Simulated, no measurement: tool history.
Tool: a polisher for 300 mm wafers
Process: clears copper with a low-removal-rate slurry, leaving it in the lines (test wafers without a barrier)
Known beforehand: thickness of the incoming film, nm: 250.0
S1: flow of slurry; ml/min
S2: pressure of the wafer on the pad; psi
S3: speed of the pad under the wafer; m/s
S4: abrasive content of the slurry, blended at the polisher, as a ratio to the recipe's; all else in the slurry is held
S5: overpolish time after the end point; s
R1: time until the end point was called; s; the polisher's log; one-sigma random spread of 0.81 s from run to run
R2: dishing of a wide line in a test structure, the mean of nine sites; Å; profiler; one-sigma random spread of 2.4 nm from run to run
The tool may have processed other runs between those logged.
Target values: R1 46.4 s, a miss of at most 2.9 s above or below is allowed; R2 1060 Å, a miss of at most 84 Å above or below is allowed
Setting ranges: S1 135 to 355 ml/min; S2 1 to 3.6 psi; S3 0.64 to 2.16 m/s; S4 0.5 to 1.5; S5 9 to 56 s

run	day	S1	S2	S3	S4	S5	R1	R2
1	0	225	2.3	1.4	1	29	71.399	717.31
2	0.279	175	2.3	1.4	1	29	74.07	687.15
3	0.642	175	2.5	1.42	1	29	66.874	736.84
4	0.775	175	2.7	1.44	1	30	61.06	801.18
5	0.983	175	2.8	1.46	1	31	59.166	884.94
6	1.167	175	2.9	1.48	1	31	55.983	923.53
7	1.492	175	3	1.48	1	31	53.565	932.27
8	1.838	175	3.1	1.48	1	31	51.935	943.08

Which single option among these 5 for the next run brings every result within its allowed miss of target? Just one does.
A	2.183	190	3.5	1.5	0.8	38	?	?
B	2.183	185	3.5	1.74	1	36	?	?
C	2.183	150	2.3	1.86	1.15	28	?	?
D	2.183	160	3.1	1.72	1	32	?	?
E	2.183	190	3.2	1.4	0.95	34	?	?

move	R1	R2
A	46.756	1211.6
B	39.535	1296.3
C	56.928	816.1
D	46.209	1074.7
E	53.45	1020.7
A: gets the furthest-off result to its target, but another result is out of tolerance
B: takes the biggest miss from the last run beyond its target
C: its largest miss is bigger than the last run's
D: hits every target within its allowed miss
E: its largest miss is bigger than the last run's
Answer: D
